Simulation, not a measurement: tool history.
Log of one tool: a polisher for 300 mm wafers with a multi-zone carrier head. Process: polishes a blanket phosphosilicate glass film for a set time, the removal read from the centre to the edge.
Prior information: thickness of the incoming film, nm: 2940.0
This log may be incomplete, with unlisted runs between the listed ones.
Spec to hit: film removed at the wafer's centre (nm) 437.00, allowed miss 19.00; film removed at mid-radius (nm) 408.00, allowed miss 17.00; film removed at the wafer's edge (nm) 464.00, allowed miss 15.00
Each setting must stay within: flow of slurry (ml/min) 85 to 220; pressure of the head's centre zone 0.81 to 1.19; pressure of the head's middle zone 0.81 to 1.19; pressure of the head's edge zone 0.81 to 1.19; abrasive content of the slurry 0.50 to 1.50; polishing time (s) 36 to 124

| run | day | flow of slurry (ml/min) | pressure of the head's centre zone | pressure of the head's middle zone | pressure of the head's edge zone | abrasive content of the slurry | polishing time (s) | film removed at the wafer's centre (nm) | film removed at mid-radius (nm) | film removed at the wafer's edge (nm) |
|---|---|---|---|---|---|---|---|---|---|---|
| 1 | 0.000 | 140 | 1.00 | 1.00 | 1.00 | 1.00 | 79 | 718.09 | 672.49 | 695.99 |
| 2 | 0.142 | 130 | 0.97 | 0.96 | 0.97 | 0.85 | 76 | 582.75 | 565.37 | 582.01 |
| 3 | 0.483 | 120 | 0.96 | 0.91 | 0.97 | 0.80 | 75 | 542.75 | 500.77 | 550.56 |
| 4 | 0.854 | 110 | 0.94 | 0.88 | 0.94 | 0.75 | 75 | 489.14 | 457.93 | 510.58 |
| 5 | 1.171 | 110 | 0.88 | 0.88 | 0.94 | 0.75 | 75 | 473.96 | 462.18 | 511.27 |
| 6 | 1.308 | 110 | 0.88 | 0.95 | 0.94 | 0.75 | 75 | 456.65 | 492.63 | 507.69 |
| 7 | 1.546 | 105 | 0.89 | 0.91 | 0.92 | 0.75 | 75 | 457.08 | 475.15 | 494.09 |
| 8 | 1.817 | 100 | 0.89 | 0.88 | 0.92 | 0.75 | 75 | 454.41 | 446.65 | 487.53 |
| 9 | 2.021 | 95 | 0.89 | 0.87 | 0.91 | 0.75 | 75 | 431.17 | 441.33 | 481.33 |
| 10 | 2.308 | 95 | 0.91 | 0.85 | 0.90 | 0.75 | 75 | 449.17 | 424.52 | 482.64 |
| 11 | 2.629 | 95 | 0.91 | 0.85 | 0.90 | 0.75 | 75 | 452.44 | 426.16 | 473.09 |

Which of these 4 next moves meets every target?
| A | 2.950 | 95 | 1.05 | 0.81 | 0.96 | 0.80 | 69 | ? | ? | ? |
| B | 2.950 | 85 | 0.97 | 0.90 | 0.97 | 0.60 | 86 | ? | ? | ? |
| C | 2.950 | 100 | 0.97 | 0.81 | 1.03 | 0.65 | 81 | ? | ? | ? |
| D | 2.950 | 85 | 0.94 | 0.92 | 0.84 | 0.80 | 76 | ? | ? | ? |

| move | film removed at the wafer's centre (nm) | film removed at mid-radius (nm) | film removed at the wafer's edge (nm) |
|---|---|---|---|
| A | 490.29 | 397.43 | 473.92 |
| B | 423.93 | 404.06 | 453.17 |
| C | 460.97 | 402.15 | 493.04 |
| D | 462.75 | 462.31 | 476.94 |
A: brings the result that was furthest off to its target, and leaves another outside
B: every result lands within tolerance
C: brings the result that was furthest off to its target, and leaves another outside
D: the biggest miss grows against the last run
Correct choice: B, which meets every target
